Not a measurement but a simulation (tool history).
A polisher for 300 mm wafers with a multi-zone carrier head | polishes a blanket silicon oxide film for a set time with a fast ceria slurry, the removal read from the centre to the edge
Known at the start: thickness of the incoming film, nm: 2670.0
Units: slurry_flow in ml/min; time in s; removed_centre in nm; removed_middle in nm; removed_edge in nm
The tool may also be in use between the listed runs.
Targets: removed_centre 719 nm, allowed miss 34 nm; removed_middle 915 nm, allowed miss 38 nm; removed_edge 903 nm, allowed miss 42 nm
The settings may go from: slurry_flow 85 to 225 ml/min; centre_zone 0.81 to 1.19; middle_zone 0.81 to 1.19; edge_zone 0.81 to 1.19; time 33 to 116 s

run	hour	slurry_flow	centre_zone	middle_zone	edge_zone	time	removed_centre	removed_middle	removed_edge
1	0	145	1	1	1	74	805.77	790.88	836.33
2	8.9	145	0.95	1.04	1.02	75	773.48	843.03	848.6
3	17.9	145	0.95	1.04	1.02	60	625.38	669.06	662.78
4	21.9	150	0.92	1.06	1.06	65	674.1	765.96	751.96
5	24.4	150	1	1.06	1.06	65	730.36	760.18	751.98
6	26.5	160	0.95	1.07	1.1	67	738.75	804.77	785.94
# hour 31.1: slurry nozzle cleaned
7	31.1	155	0.91	1.07	1.12	70	764.37	867.72	864.45
8	38.5	150	0.88	1.08	1.13	70	736.88	872.46	845.53
9	46.6	145	0.86	1.08	1.15	71	735.57	853.73	870.16

4 next moves are on the table. One of them brings every result within its allowed miss. Which?
A	54.7	170	0.84	1.13	1.19	70	?	?	?
B	54.7	150	0.87	1.17	1.07	68	?	?	?
C	54.7	130	0.97	0.93	1.19	69	?	?	?
D	54.7	85	1	1.07	1.16	72	?	?	?

move	removed_centre	removed_middle	removed_edge
A	714.24	933.01	878.32
B	702.09	914.35	795.31
C	769.72	742.45	838.56
D	738.08	787.94	804.22
A: meets every target
B: brings the result that was furthest off to its target, and leaves another outside
C: further off than the last run
D: further off than the last run
Move A is the one to make.

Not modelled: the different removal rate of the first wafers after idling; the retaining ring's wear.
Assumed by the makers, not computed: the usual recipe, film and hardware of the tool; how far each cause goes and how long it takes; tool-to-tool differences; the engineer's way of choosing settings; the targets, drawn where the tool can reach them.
